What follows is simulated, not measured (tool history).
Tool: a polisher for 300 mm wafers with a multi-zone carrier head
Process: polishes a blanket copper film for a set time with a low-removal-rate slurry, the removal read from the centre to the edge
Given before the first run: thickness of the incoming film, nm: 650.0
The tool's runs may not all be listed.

run,hour,flow of slurry (ml/min),pressure of the head's centre zone,pressure of the head's middle zone,pressure of the head's edge zone,abrasive content of the slurry,polishing time (s),film removed at the wafer's centre (angstrom),film removed at mid-radius (angstrom),film removed at the wafer's edge (angstrom)
1,0,220,1,1,1,1,35,734.68,737.37,766.9
2,5.3,220,0.99,1,0.97,0.9,34,683.98,704.42,706.6
3,14.3,220,1.04,1,0.97,0.9,34,718.19,711.45,723.74
4,17.1,220,1.02,0.99,0.94,0.85,33,676.56,675.58,674.02
5,26.1,220,1,0.98,0.92,0.8,33,652.35,655.98,654.02
6,31.6,220,0.98,0.98,0.9,0.75,32,614.68,616.5,624.44
7,38.9,220,0.98,0.98,0.9,0.75,32,607.7,626.61,617

For run 8, what comes out?
8,44.6,220,0.97,0.98,0.88,0.7,32,?,?,?

film removed at the wafer's centre (angstrom): 596.08
film removed at mid-radius (angstrom): 611.53
film removed at the wafer's edge (angstrom): 612.06
